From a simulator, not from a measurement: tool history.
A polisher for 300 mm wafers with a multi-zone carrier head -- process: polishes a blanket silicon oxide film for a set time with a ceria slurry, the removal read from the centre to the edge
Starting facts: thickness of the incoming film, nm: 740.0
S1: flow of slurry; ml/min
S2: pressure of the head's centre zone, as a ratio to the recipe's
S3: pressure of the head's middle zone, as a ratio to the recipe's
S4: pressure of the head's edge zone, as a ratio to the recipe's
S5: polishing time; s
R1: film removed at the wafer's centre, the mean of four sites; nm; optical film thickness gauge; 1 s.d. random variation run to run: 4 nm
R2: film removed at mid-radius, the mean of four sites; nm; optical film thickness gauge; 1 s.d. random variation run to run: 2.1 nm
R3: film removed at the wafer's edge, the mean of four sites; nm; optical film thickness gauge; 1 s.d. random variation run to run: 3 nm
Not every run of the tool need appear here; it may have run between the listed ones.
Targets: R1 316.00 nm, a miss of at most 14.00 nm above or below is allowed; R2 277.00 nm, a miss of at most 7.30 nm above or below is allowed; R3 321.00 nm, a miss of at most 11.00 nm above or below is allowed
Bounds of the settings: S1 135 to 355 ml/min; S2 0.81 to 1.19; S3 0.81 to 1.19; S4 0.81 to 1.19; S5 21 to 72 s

run,hour,S1,S2,S3,S4,S5,R1,R2,R3
1,0.0,225,1.00,1.00,1.00,46,244.17,248.65,250.79
2,3.9,225,0.96,1.00,1.00,46,244.78,252.54,253.05
3,6.3,180,0.96,1.00,1.00,46,235.33,240.77,245.10
4,8.7,180,0.92,1.00,1.00,46,218.37,241.11,243.87
5,16.4,200,0.95,0.99,1.03,47,238.91,248.61,258.21
6,18.0,215,0.97,0.98,1.06,48,247.49,257.38,272.28
7,23.6,215,0.97,0.98,1.06,48,256.19,250.85,267.27
8,27.8,215,0.97,0.98,1.06,48,246.86,255.01,269.83
9,31.6,215,0.97,0.98,1.06,48,251.82,253.79,270.85
10,33.0,230,0.99,0.98,1.08,48,261.90,257.39,275.60
11,37.3,245,1.00,0.97,1.10,48,261.15,258.34,280.96
12,39.4,255,1.02,0.97,1.12,48,270.10,255.64,280.69
13,48.3,260,1.03,0.97,1.13,49,274.76,265.76,287.21
14,51.0,265,1.04,0.96,1.14,50,284.62,274.16,298.50
15,57.9,300,1.12,0.90,1.19,51,322.82,269.64,312.37
16,61.7,300,1.11,0.90,1.19,51,319.77,269.85,314.10
17,64.4,300,1.10,0.90,1.19,51,315.33,264.29,313.19
18,66.8,300,1.10,0.90,1.19,51,317.54,263.18,311.99
19,72.3,300,1.09,0.91,1.19,51,316.22,268.54,315.76

Consider the 4 candidate settings below. Which is the only one whose results all fall within their allowed miss of target?
A,77.8,290,1.03,0.87,1.16,52,?,?,?
B,77.8,290,1.06,1.03,1.12,51,?,?,?
C,77.8,290,1.02,0.84,1.19,53,?,?,?
D,77.8,265,1.08,0.93,1.18,53,?,?,?

move,R1,R2,R3
A,301.68,265.47,313.88
B,304.04,293.66,301.78
C,304.71,264.09,324.32
D,317.69,280.68,320.14
A: lands further from the targets than the last run did
B: carries the result that was furthest off beyond its target, to the other side
C: lands further from the targets than the last run did
D: all results land within tolerance of their targets
So the answer is move D, the one that meets all the targets.

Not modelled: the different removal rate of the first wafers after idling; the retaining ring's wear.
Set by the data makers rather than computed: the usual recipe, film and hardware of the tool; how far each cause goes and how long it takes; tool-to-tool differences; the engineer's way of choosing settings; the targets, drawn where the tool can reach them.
